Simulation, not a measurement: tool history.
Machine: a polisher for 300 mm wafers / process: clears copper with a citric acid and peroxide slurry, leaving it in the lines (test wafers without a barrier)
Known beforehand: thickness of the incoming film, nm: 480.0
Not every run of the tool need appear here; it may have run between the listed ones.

run,day,flow of slurry (ml/min),pressure of the wafer on the pad (kPa),speed of the pad under the wafer (m/s),abrasive content of the slurry,overpolish time after the end point (s),time until the end point was called (s),dishing of a wide line in a test structure (nm)
1,0.000,140,22.1,1.34,1.0,23,147.73,47.467
2,0.129,160,22.1,1.34,1.0,23,147.12,46.944
3,0.442,160,24.8,1.34,1.0,23,132.65,51.133
4,0.596,160,23.4,1.34,1.0,22,140.70,47.012
5,0.875,160,22.1,1.34,1.0,22,147.75,46.267
6,1.179,160,27.6,1.34,1.0,22,121.53,54.818
7,1.283,160,25.5,1.32,1.0,22,133.95,48.646
8,1.650,160,24.1,1.30,1.0,22,138.62,49.399
9,2.012,160,22.8,1.30,1.0,21,147.39,43.614

Run 10 is up next; what results do you expect?
10,2.258,160,21.4,1.30,1.0,21,?,?

{"run 10": {"time until the end point was called (s)": 157.62, "dishing of a wide line in a test structure (nm)": 42.782}}
